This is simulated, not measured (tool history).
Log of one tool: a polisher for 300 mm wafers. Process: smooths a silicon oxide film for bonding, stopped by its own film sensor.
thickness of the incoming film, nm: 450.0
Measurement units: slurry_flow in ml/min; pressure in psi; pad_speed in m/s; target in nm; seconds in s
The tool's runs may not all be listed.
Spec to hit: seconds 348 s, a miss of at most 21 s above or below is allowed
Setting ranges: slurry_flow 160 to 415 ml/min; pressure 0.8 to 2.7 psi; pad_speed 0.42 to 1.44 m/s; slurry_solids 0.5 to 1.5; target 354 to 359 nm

run  hour  slurry_flow  pressure  pad_speed  slurry_solids  target  seconds
  1     0          265       1.7       0.92              1     359   150.83
  2   8.4          265       1.4       0.92              1     359   185.68
  3  13.4          265       1.4       0.76              1     359   210.07
  4  17.6          265       1.3       0.74              1     359   226.81
  5  26.5          265       1.3       0.52              1     359   284.23
  6  30.1          295       1.3       0.52              1     359   277.97
  7  36.2          295       1.3       0.52              1     359    268.2
  8  39.6          290       1.3       0.52              1     359   287.51

Consider the 4 candidate settings below. Which is the only one whose results all fall within their allowed miss of target?
  A    43          270       1.1       0.68            1.2     359        ?
  B    43          200       1.6       0.68           0.95     359        ?
  C    43          240       1.7       0.68           0.75     359        ?
  D    43          405         1       0.56            0.9     359        ?

move  seconds
   A   263.24
   B   214.68
   C    223.2
   D   354.03
A: moves away from the targets compared with the last run
B: moves away from the targets compared with the last run
C: moves away from the targets compared with the last run
D: all results land within tolerance of their targets
The move that meets every target is D.
